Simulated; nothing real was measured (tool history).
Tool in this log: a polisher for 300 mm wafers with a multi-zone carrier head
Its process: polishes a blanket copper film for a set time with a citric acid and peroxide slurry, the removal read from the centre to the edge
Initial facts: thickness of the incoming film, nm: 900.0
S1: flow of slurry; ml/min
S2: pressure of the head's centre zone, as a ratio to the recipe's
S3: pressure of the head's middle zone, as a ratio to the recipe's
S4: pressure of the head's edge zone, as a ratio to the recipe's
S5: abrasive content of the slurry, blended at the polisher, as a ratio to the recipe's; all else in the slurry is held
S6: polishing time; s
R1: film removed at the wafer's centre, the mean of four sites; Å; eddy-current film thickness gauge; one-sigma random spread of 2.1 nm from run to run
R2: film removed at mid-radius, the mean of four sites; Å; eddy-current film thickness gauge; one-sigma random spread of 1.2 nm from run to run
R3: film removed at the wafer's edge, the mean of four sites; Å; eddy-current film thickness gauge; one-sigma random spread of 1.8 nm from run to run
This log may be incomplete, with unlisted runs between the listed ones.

Run 1, day 0.000: S1 135 ml/min, S2 1.00, S3 1.00, S4 1.00, S5 1.00, S6 35 s. Result: R1 1172.8 Å, R2 1131.4 Å, R3 1190.8 Å.
Run 2, day 0.092: S1 145 ml/min, S2 1.02, S3 1.04, S4 1.02, S5 1.10, S6 36 s. Result: R1 1276.2 Å, R2 1249.7 Å, R3 1289.6 Å.
Run 3, day 0.321: S1 145 ml/min, S2 1.02, S3 1.04, S4 1.02, S5 1.10, S6 42 s. Result: R1 1522.4 Å, R2 1447.8 Å, R3 1493.6 Å.
Run 4, day 0.550: S1 145 ml/min, S2 1.02, S3 1.04, S4 1.02, S5 1.00, S6 42 s. Result: R1 1441.1 Å, R2 1449.5 Å, R3 1459.4 Å.
Run 5, day 0.783: S1 145 ml/min, S2 1.02, S3 1.08, S4 1.02, S5 1.00, S6 42 s. Result: R1 1447.5 Å, R2 1481.2 Å, R3 1476.3 Å.
Run 6, day 0.888: S1 155 ml/min, S2 1.03, S3 1.10, S4 1.01, S5 1.00, S6 42 s. Result: R1 1503.2 Å, R2 1527.6 Å, R3 1455.4 Å.
Run 7, day 1.258: S1 160 ml/min, S2 1.03, S3 1.11, S4 1.02, S5 1.00, S6 42 s. Result: R1 1537.5 Å, R2 1534.6 Å, R3 1486.7 Å.

Forecast run 8:
Run 8, day 1.546: S1 195 ml/min, S2 1.04, S3 1.19, S4 1.00, S5 1.05, S6 42 s. Result: R1 ?, R2 ?, R3 ?.

Run 8 gave R1 1578.5 Å, R2 1701.4 Å, R3 1496.0 Å.
